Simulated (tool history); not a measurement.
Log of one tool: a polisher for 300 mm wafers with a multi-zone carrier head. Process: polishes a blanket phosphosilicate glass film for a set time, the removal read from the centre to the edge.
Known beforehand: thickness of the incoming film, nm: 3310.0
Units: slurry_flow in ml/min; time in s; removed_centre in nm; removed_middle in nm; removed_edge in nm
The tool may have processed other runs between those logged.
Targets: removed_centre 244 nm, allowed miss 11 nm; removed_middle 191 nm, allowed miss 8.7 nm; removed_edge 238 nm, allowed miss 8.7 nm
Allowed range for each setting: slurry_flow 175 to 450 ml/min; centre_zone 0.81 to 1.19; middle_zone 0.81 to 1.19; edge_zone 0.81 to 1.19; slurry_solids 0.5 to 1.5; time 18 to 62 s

run	day	slurry_flow	centre_zone	middle_zone	edge_zone	slurry_solids	time	removed_centre	removed_middle	removed_edge
1	0	290	1	1	1	1	40	334.96	322.36	333.21
2	0.233	290	1	1.04	1	1	40	335.06	333.85	325.23
3	0.292	290	1.01	0.99	0.99	0.9	39	307.42	293.01	301.97
4	0.475	290	1.01	0.99	0.99	0.7	39	265.51	250.73	257.02
5	0.838	285	1.02	0.95	0.99	0.65	39	255.53	225.52	242.03
6	1.067	345	1.02	0.95	0.99	0.65	39	257.5	234.38	249.37
7	1.204	340	1.02	0.92	0.99	0.65	39	252.18	229.82	248.74
8	1.512	325	1.03	0.89	1	0.65	39	254.16	222.42	246.39
9	1.708	310	1.04	0.87	1.03	0.65	39	256.8	216.65	252.07
10	1.75	300	1.04	0.86	1.03	0.65	39	253.56	212.41	251.59
11	1.867	300	1.04	0.86	1.03	0.65	39	258.45	212.14	248.99
12	2.154	290	1.04	0.85	1.03	0.65	39	253.38	211.16	248.64
13	2.292	285	1.05	0.84	1.04	0.65	39	250.81	207.18	250.79
14	2.333	280	1.06	0.83	1.04	0.65	39	257.6	206.49	250.84
15	2.625	275	1.06	0.83	1.04	0.65	39	259.55	207.61	250.37
16	2.746	270	1.06	0.81	1.07	0.5	39	204.72	158.16	205.09
17	3.025	290	1.06	0.81	1.07	0.5	39	209.86	161.94	203.02
18	3.179	280	1.06	0.81	1.06	0.55	39	224.17	175.37	220.91

Exercise: of the 5 proposed moves below, exactly one satisfies all targets within the stated allowed misses. Which move is it?
A	3.333	330	1.16	0.88	0.99	0.55	38	?	?	?
B	3.333	275	1.1	0.85	1.07	0.6	32	?	?	?
C	3.333	365	1.04	0.91	1.05	0.5	39	?	?	?
D	3.333	300	1.07	0.9	1	0.55	42	?	?	?
E	3.333	285	1.05	0.81	1.02	0.5	46	?	?	?

move	removed_centre	removed_middle	removed_edge
A	249.06	181.52	209.21
B	209.6	156.98	194.29
C	212.02	177.24	203.86
D	251.27	202.64	230.69
E	245.95	185.62	233.22
A: its largest miss is bigger than the last run's
B: its largest miss is bigger than the last run's
C: its largest miss is bigger than the last run's
D: meets the target for the result that was furthest off, but another lies outside its allowed miss
E: every result within its allowed miss
Correct choice: E, which meets every target
